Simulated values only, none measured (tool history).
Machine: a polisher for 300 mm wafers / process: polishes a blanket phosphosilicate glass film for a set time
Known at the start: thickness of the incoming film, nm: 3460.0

| run | hour | flow of slurry (ml/min) | pressure of the wafer on the pad (kPa) | speed of the pad under the wafer (m/s) | abrasive content of the slurry | polishing time (s) | film removed (nm) |
|---|---|---|---|---|---|---|---|
| 1 | 0 | 195 | 29 | 1.12 | 1 | 64 | 910.53 |
| 2 | 2.3 | 195 | 22.8 | 1.12 | 1 | 64 | 734.6 |
| 3 | 10.3 | 195 | 24.8 | 1.12 | 1 | 64 | 767.1 |
| 4 | 17.5 | 195 | 24.8 | 1.12 | 1 | 64 | 783.98 |
| 5 | 18.7 | 195 | 24.8 | 0.9 | 1 | 64 | 658.74 |
| 6 | 23.1 | 195 | 24.8 | 1.02 | 1 | 64 | 730.42 |
| 7 | 24.2 | 195 | 26.9 | 1.02 | 1 | 64 | 790.7 |
| 8 | 26.4 | 195 | 29 | 1.02 | 1 | 64 | 843.26 |
| 9 | 32 | 195 | 31 | 1.02 | 1 | 64 | 887.49 |

Estimate the outcome of run 10 from the log above:
| 10 | 35.9 | 195 | 33.1 | 1.02 | 1 | 64 | ? |

{"run 10": {"film removed (nm)": 954.28}}
